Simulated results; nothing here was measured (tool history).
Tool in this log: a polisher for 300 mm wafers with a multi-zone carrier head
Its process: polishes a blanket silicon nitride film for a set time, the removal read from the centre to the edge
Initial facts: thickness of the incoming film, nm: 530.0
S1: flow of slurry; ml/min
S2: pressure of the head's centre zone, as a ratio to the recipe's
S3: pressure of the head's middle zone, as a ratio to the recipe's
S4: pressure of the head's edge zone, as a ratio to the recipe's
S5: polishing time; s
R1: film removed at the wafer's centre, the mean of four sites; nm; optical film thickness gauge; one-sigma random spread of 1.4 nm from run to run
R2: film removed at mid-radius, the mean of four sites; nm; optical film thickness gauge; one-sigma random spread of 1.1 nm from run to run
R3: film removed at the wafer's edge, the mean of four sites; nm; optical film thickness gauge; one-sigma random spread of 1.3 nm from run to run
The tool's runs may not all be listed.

run,day,S1,S2,S3,S4,S5,R1,R2,R3
1,0.000,135,1.00,1.00,1.00,76,201.01,196.90,196.45
2,0.342,135,1.00,1.00,1.00,59,155.64,155.92,153.93
3,0.671,155,1.00,1.00,1.00,59,158.15,154.73,157.05
4,0.900,155,1.00,1.00,1.00,41,108.96,108.44,109.26
5,1.079,125,1.00,1.00,1.00,41,106.40,104.19,106.26
6,1.238,135,0.99,1.02,1.01,41,104.15,107.71,107.94
7,1.404,135,0.99,1.02,1.01,41,106.35,106.91,107.46
8,1.692,140,0.98,1.04,1.02,42,106.88,113.58,112.83
9,1.942,145,0.98,1.05,1.02,42,112.24,114.84,111.77

Forecast run 10:
10,2.250,150,0.96,1.06,1.03,42,?,?,?

{"run 10": {"R1": 106.4, "R2": 117.08, "R3": 110.56}}

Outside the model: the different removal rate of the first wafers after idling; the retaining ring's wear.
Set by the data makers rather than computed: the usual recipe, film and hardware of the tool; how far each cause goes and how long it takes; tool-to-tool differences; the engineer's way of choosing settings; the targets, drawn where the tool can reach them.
